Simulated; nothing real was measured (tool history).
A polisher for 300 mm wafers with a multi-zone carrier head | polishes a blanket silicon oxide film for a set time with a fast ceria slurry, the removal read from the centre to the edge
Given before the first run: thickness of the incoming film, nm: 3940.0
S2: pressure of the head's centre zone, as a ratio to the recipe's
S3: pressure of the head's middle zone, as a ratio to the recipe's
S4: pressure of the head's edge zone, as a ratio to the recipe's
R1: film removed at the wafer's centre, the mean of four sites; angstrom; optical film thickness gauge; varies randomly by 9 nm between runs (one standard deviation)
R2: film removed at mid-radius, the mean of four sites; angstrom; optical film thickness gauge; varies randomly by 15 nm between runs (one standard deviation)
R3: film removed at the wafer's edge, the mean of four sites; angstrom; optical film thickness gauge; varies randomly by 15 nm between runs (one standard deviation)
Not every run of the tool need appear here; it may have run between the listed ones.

run 1 hour=0 | flow_of_slurry_(ml/min)=155 S2=1 S3=1 S4=1 polishing_time_(s)=71 | R1=13654 R2=13795 R3=13583
run 2 hour=5.8 | flow_of_slurry_(ml/min)=150 S2=0.98 S3=0.99 S4=1 polishing_time_(s)=71 | R1=13298 R2=13877 R3=13565
run 3 hour=11.4 | flow_of_slurry_(ml/min)=150 S2=0.98 S3=0.95 S4=1 polishing_time_(s)=71 | R1=13196 R2=13206 R3=13453
run 4 hour=12.8 | flow_of_slurry_(ml/min)=150 S2=1.05 S3=0.95 S4=1 polishing_time_(s)=71 | R1=13933 R2=13550 R3=13329
run 5 hour=15.4 | flow_of_slurry_(ml/min)=145 S2=1.02 S3=0.95 S4=1 polishing_time_(s)=71 | R1=13676 R2=13140 R3=13144
run 6 hour=20.6 | flow_of_slurry_(ml/min)=140 S2=0.99 S3=0.95 S4=1 polishing_time_(s)=71 | R1=13140 R2=12792 R3=13252
run 7 hour=24.6 | flow_of_slurry_(ml/min)=135 S2=0.97 S3=0.96 S4=0.99 polishing_time_(s)=71 | R1=12910 R2=13445 R3=13348
run 8 hour=27.6 | flow_of_slurry_(ml/min)=130 S2=0.96 S3=0.95 S4=0.99 polishing_time_(s)=70 | R1=12444 R2=12649 R3=13222

Estimate the outcome of run 9 from the log above:
run 9 hour=29.8 | flow_of_slurry_(ml/min)=130 S2=0.95 S3=0.95 S4=0.98 polishing_time_(s)=70 | R1=? R2=? R3=?

For run 9 the tool returned R1 12481 angstrom, R2 12498 angstrom, R3 12796 angstrom.
